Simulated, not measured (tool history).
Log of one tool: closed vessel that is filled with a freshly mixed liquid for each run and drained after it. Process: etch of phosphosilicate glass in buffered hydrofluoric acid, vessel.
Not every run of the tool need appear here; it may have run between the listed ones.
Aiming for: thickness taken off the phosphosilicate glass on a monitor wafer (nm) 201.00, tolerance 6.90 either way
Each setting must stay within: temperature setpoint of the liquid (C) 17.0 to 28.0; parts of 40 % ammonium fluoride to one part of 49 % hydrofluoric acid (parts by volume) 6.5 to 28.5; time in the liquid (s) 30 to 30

| run | hour | temperature setpoint of the liquid (C) | parts of 40 % ammonium fluoride to one part of 49 % hydrofluoric acid (parts by volume) | time in the liquid (s) | thickness taken off the phosphosilicate glass on a monitor wafer (nm) |
|---|---|---|---|---|---|
| 1 | 0.0 | 20.0 | 17.5 | 30 | 110.01 |
| 2 | 1.4 | 22.5 | 16.5 | 30 | 135.02 |
| 3 | 2.3 | 22.5 | 19.0 | 30 | 116.93 |
| 4 | 5.5 | 24.5 | 17.5 | 30 | 141.25 |
| 5 | 6.9 | 24.5 | 17.5 | 30 | 139.22 |
| 6 | 11.1 | 25.5 | 16.5 | 30 | 159.14 |
| 7 | 15.9 | 26.5 | 16.0 | 30 | 170.76 |
| 8 | 19.0 | 27.0 | 15.5 | 30 | 185.14 |

Exactly one of the 5 candidate moves below puts every result within its allowed miss. Which one?
| A | 22.1 | 28.0 | 14.0 | 30 | ? |
| B | 22.1 | 28.0 | 15.0 | 30 | ? |
| C | 22.1 | 25.5 | 12.0 | 30 | ? |
| D | 22.1 | 25.5 | 11.5 | 30 | ? |
| E | 22.1 | 27.0 | 13.0 | 30 | ? |

| move | thickness taken off the phosphosilicate glass on a monitor wafer (nm) |
|---|---|
| A | 215.14 |
| B | 201.07 |
| C | 218.96 |
| D | 228.25 |
| E | 219.38 |
A: carries the result that was furthest off beyond its target, to the other side
B: in spec on every target
C: carries the result that was furthest off beyond its target, to the other side
D: carries the result that was furthest off beyond its target, to the other side
E: carries the result that was furthest off beyond its target, to the other side
Move B is the one to make.
